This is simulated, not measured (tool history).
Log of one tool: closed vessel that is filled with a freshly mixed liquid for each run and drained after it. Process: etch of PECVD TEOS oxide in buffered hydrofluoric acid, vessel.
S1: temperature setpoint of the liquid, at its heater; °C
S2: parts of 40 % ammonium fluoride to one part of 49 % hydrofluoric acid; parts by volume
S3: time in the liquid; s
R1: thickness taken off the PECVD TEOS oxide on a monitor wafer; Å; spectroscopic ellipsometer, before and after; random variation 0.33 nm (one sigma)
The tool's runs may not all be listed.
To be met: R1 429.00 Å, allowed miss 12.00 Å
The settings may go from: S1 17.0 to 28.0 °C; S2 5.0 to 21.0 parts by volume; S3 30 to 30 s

run 1 hour=0.0 | S1=20.0 S2=13.0 S3=30 | R1=270.21
run 2 hour=3.2 | S1=21.0 S2=13.0 S3=30 | R1=283.22
run 3 hour=10.9 | S1=22.0 S2=13.0 S3=30 | R1=301.60
run 4 hour=12.2 | S1=20.5 S2=13.0 S3=30 | R1=273.58
run 5 hour=18.1 | S1=20.5 S2=15.0 S3=30 | R1=239.19
run 6 hour=21.7 | S1=18.5 S2=15.0 S3=30 | R1=215.69
run 7 hour=30.7 | S1=19.5 S2=14.5 S3=30 | R1=239.10
run 8 hour=33.8 | S1=20.5 S2=14.0 S3=30 | R1=254.36
run 9 hour=37.8 | S1=21.5 S2=13.5 S3=30 | R1=278.87
run 10 hour=38.9 | S1=22.0 S2=13.5 S3=30 | R1=285.86
run 11 hour=48.1 | S1=22.5 S2=13.5 S3=30 | R1=294.36
run 12 hour=57.1 | S1=23.0 S2=13.5 S3=30 | R1=299.82
run 13 hour=60.6 | S1=23.5 S2=13.5 S3=30 | R1=314.51
run 14 hour=69.6 | S1=24.0 S2=13.5 S3=30 | R1=321.91
run 15 hour=72.8 | S1=24.5 S2=13.5 S3=30 | R1=334.21
run 16 hour=78.9 | S1=25.0 S2=13.5 S3=30 | R1=338.02
run 17 hour=86.4 | S1=25.5 S2=13.5 S3=30 | R1=352.17

4 next moves are on the table. One of them brings every result within its allowed miss. Which?
run A hour=93.9 | S1=26.5 S2=12.5 S3=30 | R1=?
run B hour=93.9 | S1=27.5 S2=13.0 S3=30 | R1=?
run C hour=93.9 | S1=27.0 S2=12.0 S3=30 | R1=?
run D hour=93.9 | S1=22.0 S2=9.5 S3=30 | R1=?

move=A R1=392.13
move=B R1=398.13
move=C R1=419.18
move=D R1=394.05
A: nearer than the last run, and not there yet
B: nearer than the last run, and not there yet
C: meets every target
D: nearer than the last run, and not there yet
Move C is the one to make.
